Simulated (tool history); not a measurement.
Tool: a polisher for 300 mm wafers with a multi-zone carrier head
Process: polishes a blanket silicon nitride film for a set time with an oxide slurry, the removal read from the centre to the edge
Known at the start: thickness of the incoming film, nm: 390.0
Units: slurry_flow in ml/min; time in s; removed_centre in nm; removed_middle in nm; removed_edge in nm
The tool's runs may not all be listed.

Run 1, hour 0.0: slurry_flow 205 ml/min, centre_zone 1.00, middle_zone 1.00, edge_zone 1.00, slurry_solids 1.00, time 55 s. Result: removed_centre 31.296 nm, removed_middle 30.324 nm, removed_edge 30.869 nm.
Run 2, hour 8.0: slurry_flow 205 ml/min, centre_zone 1.06, middle_zone 1.00, edge_zone 1.00, slurry_solids 1.00, time 55 s. Result: removed_centre 32.431 nm, removed_middle 30.897 nm, removed_edge 31.015 nm.
Run 3, hour 15.0: slurry_flow 205 ml/min, centre_zone 1.10, middle_zone 1.00, edge_zone 1.00, slurry_solids 1.00, time 55 s. Result: removed_centre 33.416 nm, removed_middle 30.824 nm, removed_edge 30.664 nm.
Run 4, hour 16.0: slurry_flow 200 ml/min, centre_zone 1.08, middle_zone 1.01, edge_zone 0.99, slurry_solids 0.95, time 54 s. Result: removed_centre 32.189 nm, removed_middle 29.329 nm, removed_edge 29.344 nm.
Run 5, hour 23.6: slurry_flow 180 ml/min, centre_zone 1.08, middle_zone 1.01, edge_zone 0.99, slurry_solids 0.95, time 54 s. Result: removed_centre 31.300 nm, removed_middle 28.228 nm, removed_edge 29.084 nm.
Run 6, hour 25.7: slurry_flow 185 ml/min, centre_zone 1.06, middle_zone 1.02, edge_zone 0.98, slurry_solids 0.90, time 53 s. Result: removed_centre 28.838 nm, removed_middle 27.751 nm, removed_edge 27.457 nm.

Run 7 comes next. What will it give?
Run 7, hour 29.8: slurry_flow 185 ml/min, centre_zone 1.05, middle_zone 1.02, edge_zone 0.97, slurry_solids 0.85, time 53 s. Result: removed_centre ?, removed_middle ?, removed_edge ?.

{"run 7": {"removed_centre": 28.265, "removed_middle": 27.019, "removed_edge": 26.723}}

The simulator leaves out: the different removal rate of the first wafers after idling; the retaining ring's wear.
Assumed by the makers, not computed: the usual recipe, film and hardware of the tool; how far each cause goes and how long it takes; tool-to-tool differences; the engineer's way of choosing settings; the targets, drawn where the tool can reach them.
